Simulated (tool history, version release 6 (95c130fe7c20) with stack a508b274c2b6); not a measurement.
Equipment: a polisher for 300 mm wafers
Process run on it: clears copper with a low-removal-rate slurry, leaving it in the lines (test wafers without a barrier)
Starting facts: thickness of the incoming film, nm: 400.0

run    day  flow of slurry (ml/min)  pressure of the wafer on the pad (psi)  speed of the pad under the wafer (cm/s)  abrasive content of the slurry  overpolish time after the end point (s)  time until the end point was called (s)  dishing of a wide line in a test structure (angstrom)
  1      0                      285                                       4                                      106                               1                                       17                                   100.39                                                 338.18
  2  0.046                      285                                     4.2                                      106                               1                                       18                                   94.193                                                 376.32
  3  0.271                      285                                     4.4                                      106                               1                                       19                                    92.81                                                 396.76
  4  0.625                      285                                     4.8                                      106                               1                                       19                                    86.16                                                 426.01
  5  0.725                      285                                     3.9                                      106                               1                                       19                                   101.78                                                 375.27
  6  0.862                      285                                     3.9                                      106                            1.15                                       19                                   98.051                                                 387.55
  7  0.888                      285                                     4.2                                      106                            1.15                                       19                                   91.306                                                 398.18
  8  1.192                      285                                     4.4                                      106                            1.15                                       20                                   90.148                                                 427.53
  9  1.271                      285                                     5.5                                      110                            1.15                                       22                                   70.671                                                 505.12
 10  1.467                      285                                     5.6                                      110                            1.15                                       23                                   68.391                                                 536.92

Run 11 is up next; what results do you expect?
 11  1.808                      285                                     5.7                                      110                            1.15                                       23                                        ?                                                      ?

Run 11 gave time until the end point was called (s) 66.298, dishing of a wide line in a test structure (angstrom) 546.05.
